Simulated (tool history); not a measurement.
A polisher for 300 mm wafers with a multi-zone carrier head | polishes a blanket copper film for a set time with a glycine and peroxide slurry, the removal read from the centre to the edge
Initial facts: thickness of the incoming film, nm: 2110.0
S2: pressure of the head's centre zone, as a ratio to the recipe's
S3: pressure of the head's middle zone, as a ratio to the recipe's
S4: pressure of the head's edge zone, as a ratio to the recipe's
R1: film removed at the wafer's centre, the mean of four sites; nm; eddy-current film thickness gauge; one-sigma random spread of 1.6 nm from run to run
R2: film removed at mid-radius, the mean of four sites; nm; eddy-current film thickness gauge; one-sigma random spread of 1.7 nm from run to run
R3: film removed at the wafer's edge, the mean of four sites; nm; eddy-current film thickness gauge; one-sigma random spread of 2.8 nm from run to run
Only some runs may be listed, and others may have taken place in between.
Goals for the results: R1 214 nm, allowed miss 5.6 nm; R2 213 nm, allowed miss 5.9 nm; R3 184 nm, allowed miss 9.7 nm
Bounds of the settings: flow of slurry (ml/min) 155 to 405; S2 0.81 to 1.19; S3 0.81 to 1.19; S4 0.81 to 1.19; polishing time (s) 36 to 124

run 1 hour=0 | flow_of_slurry_(ml/min)=260 S2=1 S3=1 S4=1 polishing_time_(s)=79 | R1=316.19 R2=328.4 R3=306.8
run 2 hour=7.8 | flow_of_slurry_(ml/min)=290 S2=1 S3=1 S4=1 polishing_time_(s)=79 | R1=324.55 R2=336.78 R3=315.04
run 3 hour=13.7 | flow_of_slurry_(ml/min)=290 S2=1 S3=0.93 S4=1 polishing_time_(s)=79 | R1=315.9 R2=313.21 R3=313.09
run 4 hour=20.1 | flow_of_slurry_(ml/min)=290 S2=1.04 S3=0.93 S4=1 polishing_time_(s)=79 | R1=333.51 R2=312.94 R3=312.09
run 5 hour=25 | flow_of_slurry_(ml/min)=270 S2=1.03 S3=0.94 S4=0.94 polishing_time_(s)=70 | R1=289.05 R2=277.3 R3=269.89
run 6 hour=32.8 | flow_of_slurry_(ml/min)=270 S2=1.03 S3=0.9 S4=0.94 polishing_time_(s)=70 | R1=291.84 R2=269.19 R3=274.64
run 7 hour=40.7 | flow_of_slurry_(ml/min)=270 S2=1.04 S3=0.94 S4=0.91 polishing_time_(s)=62 | R1=257.56 R2=244.32 R3=233.12
run 8 hour=45.3 | flow_of_slurry_(ml/min)=275 S2=1.04 S3=0.96 S4=0.89 polishing_time_(s)=58 | R1=240.43 R2=239.91 R3=219.16
run 9 hour=52.1 | flow_of_slurry_(ml/min)=265 S2=1.05 S3=0.96 S4=0.87 polishing_time_(s)=55 | R1=232.36 R2=222.29 R3=210.23

Exercise: of the 5 proposed moves below, exactly one satisfies all targets within the stated allowed misses. Which move is it?
run A hour=58.9 | flow_of_slurry_(ml/min)=190 S2=0.97 S3=0.86 S4=0.99 polishing_time_(s)=65 | R1=? R2=? R3=?
run B hour=58.9 | flow_of_slurry_(ml/min)=225 S2=0.81 S3=0.81 S4=0.96 polishing_time_(s)=66 | R1=? R2=? R3=?
run C hour=58.9 | flow_of_slurry_(ml/min)=265 S2=1.09 S3=1.04 S4=0.86 polishing_time_(s)=49 | R1=? R2=? R3=?
run D hour=58.9 | flow_of_slurry_(ml/min)=205 S2=0.92 S3=0.93 S4=0.85 polishing_time_(s)=60 | R1=? R2=? R3=?
run E hour=58.9 | flow_of_slurry_(ml/min)=200 S2=0.89 S3=0.93 S4=0.99 polishing_time_(s)=60 | R1=? R2=? R3=?

move=A R1=242.46 R2=229.47 R3=253.01
move=B R1=211.44 R2=226.02 R3=256.72
move=C R1=212.45 R2=209.6 R3=182.77
move=D R1=214.84 R2=227.98 R3=218.75
move=E R1=207.54 R2=227.37 R3=234.3
A: lands further from the targets than the last run did
B: brings the last run's worst result on target, with another outside its allowed miss
C: meets every target
D: brings the last run's worst result on target, with another outside its allowed miss
E: pushes the last run's worst result past its target
C is the move that brings every result within its allowed miss.
